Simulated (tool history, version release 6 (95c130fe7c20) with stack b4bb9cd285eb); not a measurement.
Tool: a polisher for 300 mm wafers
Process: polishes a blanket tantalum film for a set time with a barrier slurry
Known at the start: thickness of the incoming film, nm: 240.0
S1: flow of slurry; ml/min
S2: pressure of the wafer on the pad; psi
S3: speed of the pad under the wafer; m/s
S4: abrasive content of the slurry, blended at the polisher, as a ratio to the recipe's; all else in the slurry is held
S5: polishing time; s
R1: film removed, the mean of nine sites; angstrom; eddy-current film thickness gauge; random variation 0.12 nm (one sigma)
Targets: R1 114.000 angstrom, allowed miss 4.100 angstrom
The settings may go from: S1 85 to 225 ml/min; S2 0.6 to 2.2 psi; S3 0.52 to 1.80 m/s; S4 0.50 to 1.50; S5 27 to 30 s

run 1 hour=0.0 | S1=145 S2=1.4 S3=1.16 S4=1.00 S5=30 | R1=342.500
run 2 hour=3.6 | S1=145 S2=1.3 S3=1.08 S4=1.00 S5=30 | R1=302.270
run 3 hour=11.6 | S1=145 S2=1.2 S3=1.00 S4=1.00 S5=30 | R1=261.880
run 4 hour=16.6 | S1=145 S2=1.2 S3=1.00 S4=1.10 S5=30 | R1=267.750
run 5 hour=21.6 | S1=145 S2=1.2 S3=1.00 S4=1.30 S5=30 | R1=280.850
run 6 hour=22.5 | S1=145 S2=1.2 S3=1.00 S4=1.15 S5=30 | R1=270.010
run 7 hour=26.0 | S1=145 S2=1.1 S3=0.94 S4=1.15 S5=30 | R1=239.170
run 8 hour=26.6 | S1=145 S2=1.0 S3=0.88 S4=1.15 S5=30 | R1=200.530
run 9 hour=34.4 | S1=145 S2=0.9 S3=0.86 S4=1.15 S5=30 | R1=180.750
run 10 hour=37.8 | S1=130 S2=0.6 S3=0.58 S4=1.10 S5=30 | R1=84.260
run 11 hour=39.0 | S1=140 S2=0.6 S3=0.58 S4=1.10 S5=30 | R1=87.110
run 12 hour=43.6 | S1=150 S2=0.6 S3=0.58 S4=1.10 S5=30 | R1=86.983

Which of these 5 next moves meets every target?
run A hour=48.2 | S1=150 S2=0.8 S3=0.56 S4=1.05 S5=30 | R1=?
run B hour=48.2 | S1=165 S2=0.8 S3=0.68 S4=0.90 S5=30 | R1=?
run C hour=48.2 | S1=165 S2=0.7 S3=0.72 S4=1.20 S5=30 | R1=?
run D hour=48.2 | S1=150 S2=0.7 S3=0.62 S4=1.05 S5=28 | R1=?
run E hour=48.2 | S1=150 S2=0.6 S3=0.76 S4=1.10 S5=30 | R1=?

move=A R1=106.360
move=B R1=123.860
move=C R1=126.470
move=D R1=97.221
move=E R1=112.200
A: nearer than the last run, and not there yet
B: takes the result that was furthest off past its target
C: takes the result that was furthest off past its target
D: nearer than the last run, and not there yet
E: meets every target
Answer: E
